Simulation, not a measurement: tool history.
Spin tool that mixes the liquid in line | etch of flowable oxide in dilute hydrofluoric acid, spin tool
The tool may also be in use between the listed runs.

run,hour,temperature setpoint of the liquid (K),parts of water to one part of 49 % hydrofluoric acid (parts by volume),time under the liquid (s),thickness taken off the flowable oxide on a monitor wafer (nm)
1,0,295.15,155,85,21.894
2,5.2,295.15,180,85,18.36
3,7.2,296.15,170,85,20.466
4,15.7,296.15,140,85,25.912
# hour 21.9: thermometer replaced
5,21.9,296.65,135,85,26.006
6,29.1,296.65,135,95,29.01
7,31.3,297.15,130,95,30.675
8,39,297.65,125,95,33.078

Run 9, settings as shown, results not yet in. Your forecast:
9,43.4,298.15,120,95,?

{"run 9": {"thickness taken off the flowable oxide on a monitor wafer (nm)": 35.334}}

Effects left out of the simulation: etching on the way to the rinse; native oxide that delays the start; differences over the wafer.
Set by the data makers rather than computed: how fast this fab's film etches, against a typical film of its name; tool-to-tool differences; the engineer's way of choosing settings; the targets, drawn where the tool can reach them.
